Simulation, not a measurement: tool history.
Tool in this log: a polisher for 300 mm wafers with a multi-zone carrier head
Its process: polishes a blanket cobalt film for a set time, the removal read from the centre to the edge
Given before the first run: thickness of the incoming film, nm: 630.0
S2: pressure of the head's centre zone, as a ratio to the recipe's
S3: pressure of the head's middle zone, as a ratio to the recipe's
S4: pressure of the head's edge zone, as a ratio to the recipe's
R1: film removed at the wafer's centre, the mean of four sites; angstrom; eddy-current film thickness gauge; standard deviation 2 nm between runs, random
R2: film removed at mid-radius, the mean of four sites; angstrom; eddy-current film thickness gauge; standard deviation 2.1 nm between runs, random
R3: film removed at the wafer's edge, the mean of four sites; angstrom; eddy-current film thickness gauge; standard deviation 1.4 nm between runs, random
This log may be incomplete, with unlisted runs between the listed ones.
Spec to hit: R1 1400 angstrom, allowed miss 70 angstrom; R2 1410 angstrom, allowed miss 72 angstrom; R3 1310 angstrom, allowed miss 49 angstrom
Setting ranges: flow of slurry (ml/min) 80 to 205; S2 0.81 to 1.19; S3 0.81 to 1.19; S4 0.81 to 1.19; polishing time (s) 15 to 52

run 1 day=0 | flow_of_slurry_(ml/min)=135 S2=1 S3=1 S4=1 polishing_time_(s)=33 | R1=1929.9 R2=1911.1 R3=1901
run 2 day=0.317 | flow_of_slurry_(ml/min)=135 S2=0.92 S3=1 S4=1 polishing_time_(s)=33 | R1=1839.7 R2=1987.3 R3=1831.3
run 3 day=0.596 | flow_of_slurry_(ml/min)=135 S2=0.92 S3=1 S4=1 polishing_time_(s)=30 | R1=1625.9 R2=1761.3 R3=1703
run 4 day=0.75 | flow_of_slurry_(ml/min)=115 S2=0.92 S3=1 S4=1 polishing_time_(s)=30 | R1=1593.3 R2=1718.8 R3=1668.9
run 5 day=0.975 | flow_of_slurry_(ml/min)=115 S2=0.93 S3=1 S4=0.98 polishing_time_(s)=29 | R1=1548 R2=1691.9 R3=1581.9
run 6 day=1.333 | flow_of_slurry_(ml/min)=115 S2=0.84 S3=1 S4=0.98 polishing_time_(s)=29 | R1=1396.4 R2=1667 R3=1617.3
run 7 day=1.488 | flow_of_slurry_(ml/min)=115 S2=0.85 S3=0.99 S4=0.97 polishing_time_(s)=29 | R1=1410.2 R2=1669.1 R3=1587.1
run 8 day=1.612 | flow_of_slurry_(ml/min)=115 S2=0.86 S3=0.98 S4=0.96 polishing_time_(s)=29 | R1=1430.3 R2=1641.8 R3=1560.3

Of the 4 settings listed for the next run, only one would bring every result within its allowed miss of target. Which one?
run A day=1.738 | flow_of_slurry_(ml/min)=110 S2=0.94 S3=0.92 S4=0.98 polishing_time_(s)=26 | R1=? R2=? R3=?
run B day=1.738 | flow_of_slurry_(ml/min)=135 S2=0.96 S3=0.96 S4=0.89 polishing_time_(s)=25 | R1=? R2=? R3=?
run C day=1.738 | flow_of_slurry_(ml/min)=135 S2=1.06 S3=0.82 S4=0.89 polishing_time_(s)=25 | R1=? R2=? R3=?
run D day=1.738 | flow_of_slurry_(ml/min)=125 S2=1.04 S3=0.85 S4=0.9 polishing_time_(s)=27 | R1=? R2=? R3=?

move=A R1=1382.7 R2=1390 R3=1408.3
move=B R1=1420.9 R2=1432 R3=1330.4
move=C R1=1568.8 R2=1286 R3=1332.5
move=D R1=1635.8 R2=1402.5 R3=1431.5
A: an improvement on the last run, though not all results are within tolerance
B: every result within its allowed miss
C: brings the result that was furthest off to its target, and leaves another outside
D: an improvement on the last run, though not all results are within tolerance
Correct choice: B, which meets every target
